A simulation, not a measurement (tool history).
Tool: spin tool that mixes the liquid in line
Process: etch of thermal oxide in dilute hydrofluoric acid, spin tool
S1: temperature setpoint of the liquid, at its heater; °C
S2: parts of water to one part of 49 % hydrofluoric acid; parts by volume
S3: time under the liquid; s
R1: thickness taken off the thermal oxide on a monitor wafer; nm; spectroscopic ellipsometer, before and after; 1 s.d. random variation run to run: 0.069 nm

run 1 hour=0 | S1=22 S2=135 S3=95 | R1=3.0046
run 2 hour=7.1 | S1=25.5 S2=135 S3=95 | R1=3.407
run 3 hour=14.4 | S1=26 S2=125 S3=95 | R1=3.8242
run 4 hour=17.4 | S1=26 S2=170 S3=95 | R1=2.6812
run 5 hour=18.3 | S1=26 S2=170 S3=75 | R1=2.0671
run 6 hour=27.3 | S1=26 S2=130 S3=75 | R1=2.8761
run 7 hour=29.3 | S1=26.5 S2=115 S3=75 | R1=3.4125
run 8 hour=30.8 | S1=26.5 S2=115 S3=75 | R1=3.3739

The next listed run, before its measurement:
run 9 hour=34.6 | S1=27 S2=100 S3=75 | R1=?

{"run 9": {"R1": 4.0736}}

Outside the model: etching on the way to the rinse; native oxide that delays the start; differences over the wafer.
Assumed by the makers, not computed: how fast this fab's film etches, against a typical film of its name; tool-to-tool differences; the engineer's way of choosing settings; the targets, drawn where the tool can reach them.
